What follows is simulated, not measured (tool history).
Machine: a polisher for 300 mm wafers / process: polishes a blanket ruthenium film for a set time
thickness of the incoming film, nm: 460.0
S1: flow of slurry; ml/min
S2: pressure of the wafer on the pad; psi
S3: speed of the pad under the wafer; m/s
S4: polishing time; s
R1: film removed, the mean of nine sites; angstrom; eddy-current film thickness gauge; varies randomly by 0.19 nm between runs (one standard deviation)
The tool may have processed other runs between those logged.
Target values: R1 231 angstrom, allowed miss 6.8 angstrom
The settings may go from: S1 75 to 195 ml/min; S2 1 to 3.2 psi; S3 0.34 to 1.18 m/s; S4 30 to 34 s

{"run": 1, "day": 0.0, "S1": 125, "S2": 2.1, "S3": 0.76, "S4": 34, "R1": 276.18}
{"run": 2, "day": 0.092, "S1": 120, "S2": 2, "S3": 0.76, "S4": 34, "R1": 265.66}
{"run": 3, "day": 0.392, "S1": 115, "S2": 1.9, "S3": 0.76, "S4": 34, "R1": 247.35}
{"run": 4, "day": 0.438, "S1": 110, "S2": 1.9, "S3": 0.76, "S4": 34, "R1": 246.21}
{"run": 5, "day": 0.508, "S1": 110, "S2": 2.3, "S3": 0.76, "S4": 34, "R1": 297.63}
{"run": 6, "day": 0.646, "S1": 110, "S2": 2.5, "S3": 0.76, "S4": 34, "R1": 323.7}
{"run": 7, "day": 0.704, "S1": 105, "S2": 2.3, "S3": 0.76, "S4": 34, "R1": 291.24}
{"run": 8, "day": 1.033, "S1": 100, "S2": 2.2, "S3": 0.76, "S4": 34, "R1": 277.95}
{"run": 9, "day": 1.067, "S1": 95, "S2": 2.1, "S3": 0.76, "S4": 34, "R1": 261.59}

Which of these 5 next moves meets every target?
{"run": "A", "day": 1.1, "S1": 100, "S2": 2, "S3": 0.88, "S4": 34, "R1": "?"}
{"run": "B", "day": 1.1, "S1": 75, "S2": 2, "S3": 0.76, "S4": 31, "R1": "?"}
{"run": "C", "day": 1.1, "S1": 75, "S2": 1.9, "S3": 0.74, "S4": 33, "R1": "?"}
{"run": "D", "day": 1.1, "S1": 95, "S2": 2.1, "S3": 0.66, "S4": 34, "R1": "?"}
{"run": "E", "day": 1.1, "S1": 120, "S2": 2.1, "S3": 0.76, "S4": 31, "R1": "?"}

move=A R1=289.21
move=B R1=212.63
move=C R1=209.89
move=D R1=226.67
move=E R1=249.2
A: lands further from the targets than the last run did
B: the result that was furthest off in the last run now lies on the other side of its target
C: the result that was furthest off in the last run now lies on the other side of its target
D: all results in spec
E: an improvement on the last run, though not all results are within tolerance
So the answer is move D, the one that meets all the targets.
